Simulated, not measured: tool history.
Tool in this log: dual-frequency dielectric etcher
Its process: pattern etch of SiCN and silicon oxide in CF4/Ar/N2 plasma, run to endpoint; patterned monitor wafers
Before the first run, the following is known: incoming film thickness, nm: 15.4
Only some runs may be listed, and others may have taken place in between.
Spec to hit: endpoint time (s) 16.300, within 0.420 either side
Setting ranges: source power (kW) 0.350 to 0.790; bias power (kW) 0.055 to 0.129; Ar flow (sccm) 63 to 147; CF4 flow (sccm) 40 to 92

run,day,source power (kW),bias power (kW),Ar flow (sccm),CF4 flow (sccm),endpoint time (s)
1,0.000,0.570,0.092,105,66,12.957
2,0.046,0.550,0.092,105,66,13.244
3,0.108,0.550,0.105,105,66,12.537
4,0.212,0.530,0.104,105,66,12.622
5,0.250,0.530,0.104,98,66,12.585
6,0.421,0.530,0.112,98,66,12.014
7,0.650,0.510,0.110,99,66,12.340
8,0.975,0.490,0.107,100,66,12.838
9,1.146,0.470,0.104,101,66,13.313
10,1.446,0.450,0.101,102,66,13.895

Consider the 4 candidate settings below. Which is the only one whose results all fall within their allowed miss of target?
A,1.746,0.400,0.090,115,63,?
B,1.746,0.420,0.072,95,48,?
C,1.746,0.450,0.074,100,54,?
D,1.746,0.370,0.087,107,61,?

move,endpoint time (s)
A,16.263
B,17.955
C,17.028
D,17.051
A: all results land within tolerance of their targets
B: the result that was furthest off in the last run now lies on the other side of its target
C: the result that was furthest off in the last run now lies on the other side of its target
D: the result that was furthest off in the last run now lies on the other side of its target
Correct choice: A, which meets every target
